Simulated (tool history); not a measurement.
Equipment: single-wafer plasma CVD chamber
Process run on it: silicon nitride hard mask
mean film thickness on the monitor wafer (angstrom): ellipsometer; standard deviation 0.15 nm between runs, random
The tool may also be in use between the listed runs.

| run | day | heater temperature setpoint (deg C) | chamber pressure (Pa) | RF power (kW) | deposition time (s) | mean film thickness on the monitor wafer (angstrom) |
|---|---|---|---|---|---|---|
| 1 | 0 | 420 | 236 | 0.27 | 53.9 | 593.5 |
| 2 | 0.242 | 426 | 236 | 0.27 | 53.9 | 597.55 |
| 3 | 0.425 | 426 | 264 | 0.27 | 53.9 | 613.47 |
| 4 | 0.758 | 419 | 264 | 0.27 | 53.9 | 620.94 |
| 5 | 0.992 | 419 | 248 | 0.265 | 53.9 | 602.1 |
| 6 | 1.154 | 419 | 248 | 0.265 | 53.9 | 598.85 |
| 7 | 1.525 | 420 | 201 | 0.225 | 53.9 | 527.23 |

For run 8, what comes out?
| 8 | 1.796 | 420 | 176 | 0.21 | 53.9 | ? |

{"run 8": {"mean film thickness on the monitor wafer (angstrom)": 489.6}}
